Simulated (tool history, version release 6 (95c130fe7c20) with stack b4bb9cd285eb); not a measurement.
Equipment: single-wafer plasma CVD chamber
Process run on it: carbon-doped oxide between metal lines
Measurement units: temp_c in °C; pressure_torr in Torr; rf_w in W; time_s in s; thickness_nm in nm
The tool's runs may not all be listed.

run 1 hour=0 | temp_c=355 pressure_torr=6.57 rf_w=540 time_s=15.7 | thickness_nm=84.87
run 2 hour=8.4 | temp_c=355 pressure_torr=6.57 rf_w=540 time_s=15 | thickness_nm=81.75
run 3 hour=16.5 | temp_c=355 pressure_torr=6.57 rf_w=485 time_s=15 | thickness_nm=73.563
run 4 hour=18.7 | temp_c=355 pressure_torr=6.57 rf_w=485 time_s=15.7 | thickness_nm=77.138
run 5 hour=21 | temp_c=353 pressure_torr=6.78 rf_w=490 time_s=15.7 | thickness_nm=78.216
run 6 hour=24.1 | temp_c=351 pressure_torr=6.94 rf_w=495 time_s=15.7 | thickness_nm=79.403
run 7 hour=24.9 | temp_c=349 pressure_torr=7.08 rf_w=500 time_s=15.7 | thickness_nm=80.203
run 8 hour=33.8 | temp_c=337 pressure_torr=8.34 rf_w=570 time_s=15.7 | thickness_nm=95.62
run 9 hour=36.7 | temp_c=339 pressure_torr=8.26 rf_w=570 time_s=15.7 | thickness_nm=94.819
run 10 hour=38 | temp_c=341 pressure_torr=8.18 rf_w=570 time_s=15.7 | thickness_nm=94.981

Forecast run 11:
run 11 hour=41.2 | temp_c=343 pressure_torr=8.04 rf_w=570 time_s=15.7 | thickness_nm=?

Run 11 yielded thickness_nm 94.083 nm.
